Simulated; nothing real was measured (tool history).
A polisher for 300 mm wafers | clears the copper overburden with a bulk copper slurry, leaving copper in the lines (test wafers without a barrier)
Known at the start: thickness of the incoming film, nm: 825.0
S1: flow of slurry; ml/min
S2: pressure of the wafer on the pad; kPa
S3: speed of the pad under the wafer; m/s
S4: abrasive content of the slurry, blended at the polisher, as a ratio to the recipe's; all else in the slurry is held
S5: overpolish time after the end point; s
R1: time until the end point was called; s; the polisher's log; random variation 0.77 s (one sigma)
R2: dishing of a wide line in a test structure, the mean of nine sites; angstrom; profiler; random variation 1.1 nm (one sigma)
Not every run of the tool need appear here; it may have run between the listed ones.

run    day   S1    S2    S3    S4  S5      R1      R2
  1      0  260  14.5   1.4     1  16  92.347  790.66
  2  0.212  260  14.5  1.28     1  16  100.73  736.39
  3  0.321  215  14.5  1.28     1  16  103.16  750.96
  4  0.392  235  15.9   1.3     1  14  90.189   726.6
  5  0.504  235  15.9   1.3  1.15  14  86.712  759.59
  6   0.75  235  19.3   1.3  1.15  14  73.484  897.27
  7  0.833  245  19.3  1.32  1.15  12  69.427  800.38

Run 8 comes next. What will it give?
  8  1.121  250  19.3  1.32  1.15  11   ?   ?

Run 8 produced R1 72.285 s, R2 749.66 angstrom.
